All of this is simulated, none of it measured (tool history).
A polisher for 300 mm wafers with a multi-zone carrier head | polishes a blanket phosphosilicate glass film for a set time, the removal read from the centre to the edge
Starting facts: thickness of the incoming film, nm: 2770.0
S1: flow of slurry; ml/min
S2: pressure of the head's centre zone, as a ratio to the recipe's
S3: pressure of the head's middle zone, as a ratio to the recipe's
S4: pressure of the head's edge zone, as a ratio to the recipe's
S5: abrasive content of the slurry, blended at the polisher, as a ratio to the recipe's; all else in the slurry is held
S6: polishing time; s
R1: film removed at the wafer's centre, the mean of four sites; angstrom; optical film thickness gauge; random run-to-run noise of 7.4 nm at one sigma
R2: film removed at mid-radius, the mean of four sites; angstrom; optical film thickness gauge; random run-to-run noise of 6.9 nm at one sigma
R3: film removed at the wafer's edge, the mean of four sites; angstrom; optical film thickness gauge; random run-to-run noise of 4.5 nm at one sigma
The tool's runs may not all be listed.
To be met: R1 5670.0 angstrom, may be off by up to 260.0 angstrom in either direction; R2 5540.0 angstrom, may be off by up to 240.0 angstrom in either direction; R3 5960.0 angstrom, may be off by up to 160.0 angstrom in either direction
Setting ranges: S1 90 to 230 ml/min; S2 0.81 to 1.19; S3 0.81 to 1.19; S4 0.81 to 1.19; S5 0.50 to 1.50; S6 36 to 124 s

run 1 hour=0.0 | S1=150 S2=1.00 S3=1.00 S4=1.00 S5=1.00 S6=79 | R1=4039.7 R2=3920.7 R3=4133.1
run 2 hour=5.8 | S1=150 S2=0.92 S3=1.00 S4=1.00 S5=1.00 S6=79 | R1=3680.9 R2=3946.6 R3=4143.9
run 3 hour=10.6 | S1=150 S2=0.92 S3=1.00 S4=1.00 S5=1.20 S6=79 | R1=4046.3 R2=4347.0 R3=4486.8
run 4 hour=12.6 | S1=160 S2=0.94 S3=1.00 S4=1.04 S5=1.30 S6=80 | R1=4466.3 R2=4658.4 R3=4798.0
run 5 hour=20.3 | S1=165 S2=0.95 S3=0.99 S4=1.07 S5=1.35 S6=82 | R1=4476.6 R2=4672.5 R3=5125.0
run 6 hour=20.8 | S1=165 S2=0.95 S3=0.99 S4=1.07 S5=1.35 S6=67 | R1=3899.8 R2=3877.4 R3=4207.7
run 7 hour=24.3 | S1=170 S2=0.98 S3=1.00 S4=1.09 S5=1.40 S6=73 | R1=4345.8 R2=4410.0 R3=4653.8
run 8 hour=26.7 | S1=170 S2=0.98 S3=1.00 S4=1.09 S5=1.40 S6=73 | R1=4372.6 R2=4189.1 R3=4707.6
run 9 hour=31.1 | S1=175 S2=0.99 S3=1.03 S4=1.10 S5=1.45 S6=77 | R1=4690.2 R2=4664.3 R3=5003.4
run 10 hour=36.7 | S1=180 S2=1.00 S3=1.04 S4=1.11 S5=1.45 S6=80 | R1=4933.4 R2=4936.4 R3=5272.0

4 candidate next runs follow, results not yet known. Just one meets every target within its allowed miss. Identify it.
run A hour=42.3 | S1=165 S2=0.89 S3=1.06 S4=1.19 S5=1.35 S6=75 | R1=? R2=? R3=?
run B hour=42.3 | S1=190 S2=1.00 S3=1.01 S4=1.10 S5=1.45 S6=90 | R1=? R2=? R3=?
run C hour=42.3 | S1=180 S2=1.17 S3=1.02 S4=1.03 S5=1.50 S6=87 | R1=? R2=? R3=?
run D hour=42.3 | S1=155 S2=1.00 S3=1.00 S4=1.19 S5=1.45 S6=71 | R1=? R2=? R3=?

move=A R1=3951.5 R2=4533.9 R3=4950.9
move=B R1=5607.4 R2=5517.8 R3=5958.0
move=C R1=6382.2 R2=5398.6 R3=5617.9
move=D R1=4285.9 R2=4203.5 R3=4796.9
A: further off than the last run
B: each result inside its tolerance
C: closer than the last run, but not yet in spec
D: further off than the last run
Answer: B
